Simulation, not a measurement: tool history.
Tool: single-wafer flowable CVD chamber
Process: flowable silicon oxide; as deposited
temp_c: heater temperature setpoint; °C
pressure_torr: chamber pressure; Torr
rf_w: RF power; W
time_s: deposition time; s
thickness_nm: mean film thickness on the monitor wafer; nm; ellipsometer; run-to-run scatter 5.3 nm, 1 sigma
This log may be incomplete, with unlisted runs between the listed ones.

run 1 hour=0.0 | temp_c=95 pressure_torr=1.03 rf_w=1850 time_s=921 | thickness_nm=823.41
run 2 hour=3.3 | temp_c=95 pressure_torr=1.03 rf_w=1850 time_s=921 | thickness_nm=815.34
run 3 hour=8.4 | temp_c=91 pressure_torr=1.03 rf_w=1850 time_s=921 | thickness_nm=950.71
run 4 hour=11.5 | temp_c=89 pressure_torr=1.03 rf_w=1850 time_s=921 | thickness_nm=1024.40
run 5 hour=20.4 | temp_c=87 pressure_torr=1.03 rf_w=1850 time_s=921 | thickness_nm=1089.70
run 6 hour=22.6 | temp_c=86 pressure_torr=1.03 rf_w=1850 time_s=921 | thickness_nm=1136.10
run 7 hour=30.9 | temp_c=85 pressure_torr=1.03 rf_w=1850 time_s=921 | thickness_nm=1172.50

The next listed run, before its measurement:
run 8 hour=36.0 | temp_c=81 pressure_torr=1.03 rf_w=1850 time_s=921 | thickness_nm=?

thickness_nm: 1342.50 nm

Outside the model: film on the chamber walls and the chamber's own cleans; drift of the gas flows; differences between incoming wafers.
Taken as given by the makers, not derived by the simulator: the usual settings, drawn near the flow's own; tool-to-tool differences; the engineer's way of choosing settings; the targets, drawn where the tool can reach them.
